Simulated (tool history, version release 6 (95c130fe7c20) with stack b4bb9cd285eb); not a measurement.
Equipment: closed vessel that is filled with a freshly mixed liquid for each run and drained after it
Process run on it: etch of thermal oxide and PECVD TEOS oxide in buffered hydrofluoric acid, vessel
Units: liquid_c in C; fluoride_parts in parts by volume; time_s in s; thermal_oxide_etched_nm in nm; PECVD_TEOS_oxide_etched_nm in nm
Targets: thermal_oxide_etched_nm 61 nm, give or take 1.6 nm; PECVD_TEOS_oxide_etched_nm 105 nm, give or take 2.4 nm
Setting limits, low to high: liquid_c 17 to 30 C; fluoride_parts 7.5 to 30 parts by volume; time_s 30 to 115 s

run 1 hour=0 | liquid_c=22 fluoride_parts=22 time_s=60 | thermal_oxide_etched_nm=30.517 PECVD_TEOS_oxide_etched_nm=52.807
run 2 hour=2.5 | liquid_c=22 fluoride_parts=17 time_s=60 | thermal_oxide_etched_nm=37.72 PECVD_TEOS_oxide_etched_nm=64.871
run 3 hour=10.1 | liquid_c=22 fluoride_parts=20.5 time_s=60 | thermal_oxide_etched_nm=32.266 PECVD_TEOS_oxide_etched_nm=55.55
run 4 hour=12.4 | liquid_c=24.5 fluoride_parts=19 time_s=60 | thermal_oxide_etched_nm=38.814 PECVD_TEOS_oxide_etched_nm=67.397
run 5 hour=21.7 | liquid_c=26 fluoride_parts=17.5 time_s=60 | thermal_oxide_etched_nm=45.451 PECVD_TEOS_oxide_etched_nm=77.475
-- hour=24.5 hydrofluoric acid flow meter replaced
run 6 hour=24.5 | liquid_c=27 fluoride_parts=17 time_s=60 | thermal_oxide_etched_nm=54.357 PECVD_TEOS_oxide_etched_nm=92.5
run 7 hour=26.1 | liquid_c=27.5 fluoride_parts=17 time_s=60 | thermal_oxide_etched_nm=55.244 PECVD_TEOS_oxide_etched_nm=95.341
run 8 hour=34.7 | liquid_c=27.5 fluoride_parts=17 time_s=60 | thermal_oxide_etched_nm=55.777 PECVD_TEOS_oxide_etched_nm=94.481
run 9 hour=37.3 | liquid_c=28 fluoride_parts=17 time_s=60 | thermal_oxide_etched_nm=56.875 PECVD_TEOS_oxide_etched_nm=97.822
run 10 hour=42.5 | liquid_c=28.5 fluoride_parts=17 time_s=60 | thermal_oxide_etched_nm=58.191 PECVD_TEOS_oxide_etched_nm=101.04

Which single option among these 4 for the next run brings every result within its allowed miss of target? Just one does.
run A hour=47.7 | liquid_c=24 fluoride_parts=13.5 time_s=60 | thermal_oxide_etched_nm=? PECVD_TEOS_oxide_etched_nm=?
run B hour=47.7 | liquid_c=27 fluoride_parts=17.5 time_s=65 | thermal_oxide_etched_nm=? PECVD_TEOS_oxide_etched_nm=?
run C hour=47.7 | liquid_c=24 fluoride_parts=13 time_s=65 | thermal_oxide_etched_nm=? PECVD_TEOS_oxide_etched_nm=?
run D hour=47.7 | liquid_c=28.5 fluoride_parts=19 time_s=70 | thermal_oxide_etched_nm=? PECVD_TEOS_oxide_etched_nm=?

move=A thermal_oxide_etched_nm=57.722 PECVD_TEOS_oxide_etched_nm=98.423
move=B thermal_oxide_etched_nm=57.002 PECVD_TEOS_oxide_etched_nm=97.196
move=C thermal_oxide_etched_nm=64.888 PECVD_TEOS_oxide_etched_nm=110.64
move=D thermal_oxide_etched_nm=61.34 PECVD_TEOS_oxide_etched_nm=104.59
A: moves away from the targets compared with the last run
B: moves away from the targets compared with the last run
C: the result that was furthest off in the last run now lies on the other side of its target
D: all results land within tolerance of their targets
D meets every target.

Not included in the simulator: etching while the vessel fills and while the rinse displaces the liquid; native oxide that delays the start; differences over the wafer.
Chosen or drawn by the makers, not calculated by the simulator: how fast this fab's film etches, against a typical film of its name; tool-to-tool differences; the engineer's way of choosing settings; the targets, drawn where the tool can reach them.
